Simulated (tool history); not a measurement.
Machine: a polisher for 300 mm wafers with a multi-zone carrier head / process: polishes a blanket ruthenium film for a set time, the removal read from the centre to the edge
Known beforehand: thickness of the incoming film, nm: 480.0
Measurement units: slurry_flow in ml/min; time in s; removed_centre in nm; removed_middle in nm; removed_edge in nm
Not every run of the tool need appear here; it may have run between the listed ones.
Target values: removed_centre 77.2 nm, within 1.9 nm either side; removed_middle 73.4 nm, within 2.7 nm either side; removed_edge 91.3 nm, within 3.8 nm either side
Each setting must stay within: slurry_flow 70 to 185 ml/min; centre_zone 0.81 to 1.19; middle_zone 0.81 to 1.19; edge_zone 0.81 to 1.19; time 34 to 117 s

{"run": 1, "hour": 0.0, "slurry_flow": 120, "centre_zone": 1, "middle_zone": 1, "edge_zone": 1, "time": 75, "removed_centre": 103.51, "removed_middle": 103.76, "removed_edge": 106.19}
{"run": 2, "hour": 2.8, "slurry_flow": 120, "centre_zone": 1, "middle_zone": 1, "edge_zone": 1, "time": 90, "removed_centre": 124.71, "removed_middle": 123.78, "removed_edge": 126.51}
{"run": 3, "hour": 8.5, "slurry_flow": 110, "centre_zone": 0.97, "middle_zone": 0.95, "edge_zone": 1, "time": 83, "removed_centre": 107.79, "removed_middle": 106.74, "removed_edge": 115.15}
{"run": 4, "hour": 10.3, "slurry_flow": 100, "centre_zone": 0.95, "middle_zone": 0.91, "edge_zone": 1, "time": 78, "removed_centre": 97.353, "removed_middle": 94.819, "removed_edge": 107.64}
{"run": 5, "hour": 14.5, "slurry_flow": 95, "centre_zone": 0.93, "middle_zone": 0.88, "edge_zone": 0.99, "time": 75, "removed_centre": 89.202, "removed_middle": 89.342, "removed_edge": 100.27}
{"run": 6, "hour": 20.3, "slurry_flow": 90, "centre_zone": 0.93, "middle_zone": 0.86, "edge_zone": 1.01, "time": 73, "removed_centre": 86.153, "removed_middle": 83.659, "removed_edge": 98.296}
{"run": 7, "hour": 28.5, "slurry_flow": 70, "centre_zone": 0.9, "middle_zone": 0.81, "edge_zone": 0.99, "time": 69, "removed_centre": 71.56, "removed_middle": 69.334, "removed_edge": 86.346}
{"run": 8, "hour": 29.9, "slurry_flow": 75, "centre_zone": 0.9, "middle_zone": 0.81, "edge_zone": 1, "time": 69, "removed_centre": 73.071, "removed_middle": 71.841, "removed_edge": 88.979}

Exercise: of the 4 proposed moves below, exactly one satisfies all targets within the stated allowed misses. Which move is it?
{"run": "A", "hour": 31.3, "slurry_flow": 100, "centre_zone": 1.01, "middle_zone": 1, "edge_zone": 0.94, "time": 62, "removed_centre": "?", "removed_middle": "?", "removed_edge": "?"}
{"run": "B", "hour": 31.3, "slurry_flow": 70, "centre_zone": 0.84, "middle_zone": 0.83, "edge_zone": 1.06, "time": 69, "removed_centre": "?", "removed_middle": "?", "removed_edge": "?"}
{"run": "C", "hour": 31.3, "slurry_flow": 100, "centre_zone": 0.84, "middle_zone": 0.92, "edge_zone": 0.87, "time": 65, "removed_centre": "?", "removed_middle": "?", "removed_edge": "?"}
{"run": "D", "hour": 31.3, "slurry_flow": 85, "centre_zone": 0.91, "middle_zone": 0.82, "edge_zone": 1.01, "time": 69, "removed_centre": "?", "removed_middle": "?", "removed_edge": "?"}

move=A removed_centre=81.576 removed_middle=81.431 removed_edge=82.799
move=B removed_centre=66.047 removed_middle=69.393 removed_edge=90.917
move=C removed_centre=70.979 removed_middle=79.685 removed_edge=83.861
move=D removed_centre=77.302 removed_middle=73.345 removed_edge=92.625
A: the result that was furthest off in the last run now lies on the other side of its target
B: misses by more than the last run did
C: misses by more than the last run did
D: hits every target within its allowed miss
D is the move that brings every result within its allowed miss.
